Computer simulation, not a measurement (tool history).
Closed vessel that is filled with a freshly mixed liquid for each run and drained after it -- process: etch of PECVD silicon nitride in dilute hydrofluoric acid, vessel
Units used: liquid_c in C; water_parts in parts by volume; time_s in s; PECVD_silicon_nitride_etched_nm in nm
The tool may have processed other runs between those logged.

run,hour,liquid_c,water_parts,time_s,PECVD_silicon_nitride_etched_nm
1,0.0,24.0,130,445,9.9872
2,2.9,24.0,85,445,15.3070
3,4.8,24.0,85,445,15.2260
4,13.9,25.0,85,445,16.3200
5,16.6,25.0,85,280,10.2720
6,26.0,26.5,85,280,11.2850

Run 7 is up next; what results do you expect?
7,32.9,25.0,75,280,?

PECVD_silicon_nitride_etched_nm: 11.6520 nm
